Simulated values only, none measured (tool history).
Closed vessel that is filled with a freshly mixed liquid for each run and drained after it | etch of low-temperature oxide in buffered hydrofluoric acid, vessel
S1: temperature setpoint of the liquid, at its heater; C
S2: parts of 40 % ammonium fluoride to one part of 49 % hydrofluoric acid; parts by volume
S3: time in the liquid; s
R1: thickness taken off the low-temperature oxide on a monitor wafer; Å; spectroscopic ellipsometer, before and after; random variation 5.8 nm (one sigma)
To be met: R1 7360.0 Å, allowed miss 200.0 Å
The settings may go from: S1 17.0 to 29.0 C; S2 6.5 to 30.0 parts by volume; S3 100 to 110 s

Run 1, day 0.000: S1 21.0 C, S2 18.5 parts by volume, S3 100 s. Result: R1 2742.8 Å.
Run 2, day 0.133: S1 22.5 C, S2 16.5 parts by volume, S3 100 s. Result: R1 3357.5 Å.
Run 3, day 0.367: S1 23.5 C, S2 15.0 parts by volume, S3 100 s. Result: R1 3794.2 Å.
Run 4, day 0.721: S1 21.0 C, S2 15.0 parts by volume, S3 100 s. Result: R1 3346.3 Å.
Run 5, day 0.871: S1 21.0 C, S2 19.0 parts by volume, S3 100 s. Result: R1 2735.8 Å.
Run 6, day 1.154: S1 22.5 C, S2 17.0 parts by volume, S3 100 s. Result: R1 3211.3 Å.
Run 7, day 1.342: S1 23.5 C, S2 15.5 parts by volume, S3 100 s. Result: R1 3708.2 Å.
At day 1.625: hydrofluoric acid flow meter replaced.
Run 8, day 1.625: S1 27.5 C, S2 9.5 parts by volume, S3 100 s. Result: R1 8180.6 Å.
Run 9, day 1.667: S1 26.5 C, S2 9.5 parts by volume, S3 100 s. Result: R1 7858.2 Å.
Run 10, day 2.033: S1 26.0 C, S2 9.5 parts by volume, S3 100 s. Result: R1 7650.9 Å.

5 next moves are on the table. One of them brings every result within its allowed miss. Which?
Run A, day 2.400: S1 28.0 C, S2 11.0 parts by volume, S3 105 s. Result: R1 ?.
Run B, day 2.400: S1 23.5 C, S2 8.5 parts by volume, S3 100 s. Result: R1 ?.
Run C, day 2.400: S1 26.0 C, S2 9.0 parts by volume, S3 105 s. Result: R1 ?.
Run D, day 2.400: S1 25.5 C, S2 9.5 parts by volume, S3 110 s. Result: R1 ?.
Run E, day 2.400: S1 28.0 C, S2 10.5 parts by volume, S3 100 s. Result: R1 ?.

move      R1
   A  7767.1
   B  7239.8
   C  8181.7
   D  8065.0
   E  7739.9
A: further off than the last run
B: meets every target
C: further off than the last run
D: further off than the last run
E: further off than the last run
Move B is the one to make.
